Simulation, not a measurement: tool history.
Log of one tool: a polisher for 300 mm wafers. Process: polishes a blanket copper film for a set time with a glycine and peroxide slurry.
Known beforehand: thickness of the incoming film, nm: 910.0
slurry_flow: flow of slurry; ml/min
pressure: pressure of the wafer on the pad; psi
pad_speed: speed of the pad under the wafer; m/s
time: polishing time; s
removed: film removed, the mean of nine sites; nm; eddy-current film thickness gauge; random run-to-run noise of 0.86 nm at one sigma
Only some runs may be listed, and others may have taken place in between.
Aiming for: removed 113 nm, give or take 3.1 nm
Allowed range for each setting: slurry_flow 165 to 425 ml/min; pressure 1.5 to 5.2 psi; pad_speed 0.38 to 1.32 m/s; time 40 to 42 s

run	hour	slurry_flow	pressure	pad_speed	time	removed
1	0	275	3.3	0.84	40	178.51
2	4.6	275	3.9	0.84	40	206.96
3	10.2	275	3.5	0.84	40	187.81
4	14.1	275	3.2	0.84	40	171.81
5	19.3	320	3.2	0.84	40	174.18
6	19.9	345	3.2	0.84	40	177.06
7	25.1	290	2.2	0.82	40	129.91
8	26.4	290	2.1	0.82	40	122.2
9	33	285	2	0.82	40	120.79

4 next moves are on the table. One of them brings every result within its allowed miss. Which?
A	39.6	315	1.7	0.76	42	?
B	39.6	290	2	0.9	42	?
C	39.6	355	1.7	0.8	40	?
D	39.6	290	2.3	0.64	40	?

move	removed
A	107.59
B	132.49
C	106.52
D	114.43
A: carries the result that was furthest off beyond its target, to the other side
B: the biggest miss grows against the last run
C: carries the result that was furthest off beyond its target, to the other side
D: all results in spec
So the answer is move D, the one that meets all the targets.

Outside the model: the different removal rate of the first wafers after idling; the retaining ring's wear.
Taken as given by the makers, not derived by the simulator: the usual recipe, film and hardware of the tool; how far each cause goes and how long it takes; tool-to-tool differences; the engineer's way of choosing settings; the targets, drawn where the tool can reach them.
